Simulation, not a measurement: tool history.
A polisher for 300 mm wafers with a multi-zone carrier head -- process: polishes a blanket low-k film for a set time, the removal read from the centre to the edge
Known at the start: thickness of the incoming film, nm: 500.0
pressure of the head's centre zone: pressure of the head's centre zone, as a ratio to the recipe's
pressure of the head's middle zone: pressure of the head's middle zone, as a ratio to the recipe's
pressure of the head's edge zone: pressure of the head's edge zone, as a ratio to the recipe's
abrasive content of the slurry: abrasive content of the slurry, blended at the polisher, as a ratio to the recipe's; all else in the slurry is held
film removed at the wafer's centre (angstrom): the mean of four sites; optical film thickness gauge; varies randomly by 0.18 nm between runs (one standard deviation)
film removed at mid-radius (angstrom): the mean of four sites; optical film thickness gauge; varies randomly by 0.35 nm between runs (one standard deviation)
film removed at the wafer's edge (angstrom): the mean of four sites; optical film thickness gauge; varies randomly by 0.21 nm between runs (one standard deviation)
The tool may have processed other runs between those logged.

run	day	flow of slurry (ml/min)	pressure of the head's centre zone	pressure of the head's middle zone	pressure of the head's edge zone	abrasive content of the slurry	polishing time (s)	film removed at the wafer's centre (angstrom)	film removed at mid-radius (angstrom)	film removed at the wafer's edge (angstrom)
1	0	160	1	1	1	1	76	374.15	364.2	360.32
2	0.079	160	1.03	1	1	1	76	380.03	362.11	361.02
3	0.242	155	1.01	1.01	0.98	0.95	76	356.01	353.06	345.24
4	0.517	155	1.01	0.93	0.98	0.95	76	352.24	326.56	340.46
5	0.867	155	1.01	0.93	0.98	1.15	76	397.29	369.31	382.64
6	1.004	155	1	0.95	0.96	1.1	76	384.25	372.47	375.06
7	1.342	155	0.99	0.97	0.95	1.05	75	366.76	349.51	364.5
8	1.458	150	0.99	0.99	0.98	1	74	349.09	339.64	341.75
9	1.579	145	0.98	1.01	0.96	0.95	74	333.05	341.56	328.75
10	1.867	145	0.98	1.01	0.96	0.95	74	333.77	344.77	321.98
11	2.225	140	0.96	1.01	0.95	0.95	74	319.31	335.87	322.55
12	2.375	135	0.96	1.02	0.94	0.9	74	307.12	323.18	304
13	2.521	130	0.95	1.03	0.93	0.9	74	301	320.36	307
14	2.604	175	0.88	1.13	0.85	0.65	68	204.03	247.27	208.59
15	2.742	175	0.88	1.14	0.86	0.65	68	201.46	247.72	210.38
16	2.875	175	0.88	1.15	0.87	0.65	68	203.98	256.73	209.15
17	3.133	175	0.89	1.15	0.89	0.65	68	201.86	249.53	211
18	3.421	170	0.91	1.17	0.91	0.8	68	257.8	316.11	265.3

Run 19 has not been measured yet. What should we expect?
19	3.562	170	0.87	1.14	0.83	0.8	68	?	?	?

Run 19 produced film removed at the wafer's centre (angstrom) 248.35, film removed at mid-radius (angstrom) 309.56, film removed at the wafer's edge (angstrom) 253.79.
